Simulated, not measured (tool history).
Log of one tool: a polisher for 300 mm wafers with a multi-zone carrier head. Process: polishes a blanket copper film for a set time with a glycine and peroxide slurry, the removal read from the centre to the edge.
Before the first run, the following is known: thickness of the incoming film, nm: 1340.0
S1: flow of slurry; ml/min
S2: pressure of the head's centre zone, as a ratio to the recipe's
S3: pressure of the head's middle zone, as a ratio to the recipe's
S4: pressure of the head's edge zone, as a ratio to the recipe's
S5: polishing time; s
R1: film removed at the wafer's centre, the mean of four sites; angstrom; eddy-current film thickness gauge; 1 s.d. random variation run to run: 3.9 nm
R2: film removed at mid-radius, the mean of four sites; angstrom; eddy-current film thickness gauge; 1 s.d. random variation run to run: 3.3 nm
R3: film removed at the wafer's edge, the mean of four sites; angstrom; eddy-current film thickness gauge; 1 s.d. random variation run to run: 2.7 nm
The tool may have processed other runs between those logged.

run    day   S1    S2    S3    S4  S5      R1      R2      R3
  1  0.000  245  1.00  1.00  1.00  57  4128.3  4348.3  4275.4
  2  0.267  245  0.95  1.00  1.00  57  3869.3  4333.7  4294.5
  3  0.592  245  0.92  1.00  1.00  57  3845.6  4286.8  4289.8
  4  0.675  235  0.90  0.99  0.98  55  3612.5  4178.8  4067.9
  5  0.850  230  0.88  0.97  0.97  53  3458.6  3848.3  3888.4
  6  1.117  230  0.94  0.97  0.97  53  3620.1  3885.8  3820.1
  7  1.154  220  0.91  0.97  0.97  52  3355.1  3766.6  3774.7
  8  1.308  210  0.90  0.96  0.96  52  3433.6  3783.8  3738.8
  9  1.608  210  0.88  0.96  0.96  51  3232.0  3608.3  3708.6
 10  1.750  205  0.87  0.96  0.95  51  3133.0  3661.5  3620.4

Run 11, settings as shown, results not yet in. Your forecast:
 11  1.983  195  0.87  0.95  0.95  51   ?   ?   ?

R1: 3133.2 angstrom
R2: 3536.6 angstrom
R3: 3665.5 angstrom
